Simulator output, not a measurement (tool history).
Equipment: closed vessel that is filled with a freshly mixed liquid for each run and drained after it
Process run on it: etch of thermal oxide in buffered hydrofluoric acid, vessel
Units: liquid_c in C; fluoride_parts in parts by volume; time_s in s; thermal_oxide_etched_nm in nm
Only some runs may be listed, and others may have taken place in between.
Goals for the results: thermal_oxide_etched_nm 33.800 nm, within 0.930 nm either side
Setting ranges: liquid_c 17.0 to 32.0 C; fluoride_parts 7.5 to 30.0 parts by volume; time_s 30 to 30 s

run,hour,liquid_c,fluoride_parts,time_s,thermal_oxide_etched_nm
1,0.0,24.0,21.0,30,17.251
2,2.4,24.0,21.0,30,16.993
3,9.6,21.0,21.0,30,14.581
4,13.2,22.5,21.0,30,15.973
5,18.2,22.5,21.0,30,15.932
6,26.1,22.5,21.0,30,15.950
7,31.7,26.5,14.0,30,29.106
8,37.1,27.0,14.0,30,29.906
9,44.7,27.5,14.0,30,30.724

5 candidate next runs follow, results not yet known. Just one meets every target within its allowed miss. Identify it.
A,52.3,27.0,13.0,30,?
B,52.3,29.5,15.0,30,?
C,52.3,27.5,13.5,30,?
D,52.3,26.5,12.0,30,?
E,52.3,28.5,17.0,30,?

move,thermal_oxide_etched_nm
A,32.330
B,32.093
C,32.001
D,34.036
E,26.919
A: better than the last run, though not everything is in spec
B: better than the last run, though not everything is in spec
C: better than the last run, though not everything is in spec
D: all results in spec
E: its largest miss is bigger than the last run's
D is the move that brings every result within its allowed miss.

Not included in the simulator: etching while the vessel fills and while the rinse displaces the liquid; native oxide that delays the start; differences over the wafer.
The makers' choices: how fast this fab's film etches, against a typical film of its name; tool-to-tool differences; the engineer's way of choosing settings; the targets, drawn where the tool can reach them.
